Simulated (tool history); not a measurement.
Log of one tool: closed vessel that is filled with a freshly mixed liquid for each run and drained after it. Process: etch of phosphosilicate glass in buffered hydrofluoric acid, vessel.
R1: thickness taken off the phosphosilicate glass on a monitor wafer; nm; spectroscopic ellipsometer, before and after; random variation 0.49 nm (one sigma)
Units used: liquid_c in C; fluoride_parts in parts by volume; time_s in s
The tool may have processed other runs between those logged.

{"run": 1, "hour": 0.0, "liquid_c": 24, "fluoride_parts": 12, "time_s": 35, "R1": 115.19}
{"run": 2, "hour": 7.7, "liquid_c": 24, "fluoride_parts": 12, "time_s": 30, "R1": 99.272}
{"run": 3, "hour": 12.0, "liquid_c": 23.5, "fluoride_parts": 12, "time_s": 30, "R1": 95.781}
{"run": 4, "hour": 14.7, "liquid_c": 23.5, "fluoride_parts": 13.5, "time_s": 30, "R1": 86.191}
{"run": 5, "hour": 17.6, "liquid_c": 23.5, "fluoride_parts": 10, "time_s": 30, "R1": 113.51}
{"run": 6, "hour": 26.1, "liquid_c": 23.5, "fluoride_parts": 10, "time_s": 35, "R1": 134.33}

Estimate the outcome of run 7 from the log above:
{"run": 7, "hour": 31.1, "liquid_c": 22, "fluoride_parts": 10, "time_s": 35, "R1": "?"}

{"run 7": {"R1": 123.33}}
